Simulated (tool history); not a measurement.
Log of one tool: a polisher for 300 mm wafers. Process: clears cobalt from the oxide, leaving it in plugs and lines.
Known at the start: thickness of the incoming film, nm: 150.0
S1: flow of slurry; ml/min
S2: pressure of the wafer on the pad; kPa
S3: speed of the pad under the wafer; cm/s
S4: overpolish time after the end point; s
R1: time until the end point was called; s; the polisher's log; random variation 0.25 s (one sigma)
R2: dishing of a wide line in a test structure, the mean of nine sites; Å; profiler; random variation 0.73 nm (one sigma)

run 1 hour=0 | S1=315 S2=11.7 S3=116 S4=24 | R1=24.697 R2=477.78
run 2 hour=6.8 | S1=265 S2=11.7 S3=116 S4=24 | R1=24.473 R2=466.48
run 3 hour=14.6 | S1=265 S2=12.4 S3=116 S4=24 | R1=24.008 R2=447.42
run 4 hour=15.3 | S1=230 S2=12.4 S3=116 S4=24 | R1=24.236 R2=463.45
run 5 hour=17 | S1=230 S2=12.4 S3=100 S4=24 | R1=27.522 R2=453.13
run 6 hour=21.3 | S1=230 S2=12.4 S3=74 S4=24 | R1=33.655 R2=421.86
run 7 hour=26.5 | S1=230 S2=12.4 S3=74 S4=24 | R1=34.536 R2=412.97
run 8 hour=27.6 | S1=230 S2=13.1 S3=80 S4=24 | R1=31.324 R2=426.32

Run 9 comes next. What will it give?
run 9 hour=34 | S1=230 S2=13.8 S3=86 S4=24 | R1=? R2=?

R1: 28.036 s
R2: 435.6 Å

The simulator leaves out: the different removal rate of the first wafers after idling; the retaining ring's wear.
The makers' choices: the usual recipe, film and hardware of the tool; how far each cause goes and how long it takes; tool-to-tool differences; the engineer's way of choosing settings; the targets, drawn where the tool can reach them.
